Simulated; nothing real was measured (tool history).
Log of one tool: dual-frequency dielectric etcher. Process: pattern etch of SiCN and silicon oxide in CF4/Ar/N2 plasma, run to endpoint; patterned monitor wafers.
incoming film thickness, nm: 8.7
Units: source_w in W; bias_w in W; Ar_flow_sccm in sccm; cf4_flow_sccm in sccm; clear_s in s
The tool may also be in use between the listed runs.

{"run": 1, "hour": 0.0, "source_w": 520, "bias_w": 50, "Ar_flow_sccm": 138, "cf4_flow_sccm": 44, "clear_s": 12.485}
{"run": 2, "hour": 7.5, "source_w": 470, "bias_w": 50, "Ar_flow_sccm": 138, "cf4_flow_sccm": 44, "clear_s": 13.781}
{"run": 3, "hour": 10.1, "source_w": 440, "bias_w": 50, "Ar_flow_sccm": 138, "cf4_flow_sccm": 44, "clear_s": 14.856}
{"run": 4, "hour": 18.4, "source_w": 440, "bias_w": 50, "Ar_flow_sccm": 138, "cf4_flow_sccm": 49, "clear_s": 14.567}
{"run": 5, "hour": 25.3, "source_w": 420, "bias_w": 50, "Ar_flow_sccm": 138, "cf4_flow_sccm": 49, "clear_s": 15.605}
{"run": 6, "hour": 32.0, "source_w": 420, "bias_w": 54, "Ar_flow_sccm": 138, "cf4_flow_sccm": 49, "clear_s": 14.878}

The next listed run, before its measurement:
{"run": 7, "hour": 40.1, "source_w": 410, "bias_w": 54, "Ar_flow_sccm": 138, "cf4_flow_sccm": 49, "clear_s": "?"}

{"run 7": {"clear_s": 15.234}}

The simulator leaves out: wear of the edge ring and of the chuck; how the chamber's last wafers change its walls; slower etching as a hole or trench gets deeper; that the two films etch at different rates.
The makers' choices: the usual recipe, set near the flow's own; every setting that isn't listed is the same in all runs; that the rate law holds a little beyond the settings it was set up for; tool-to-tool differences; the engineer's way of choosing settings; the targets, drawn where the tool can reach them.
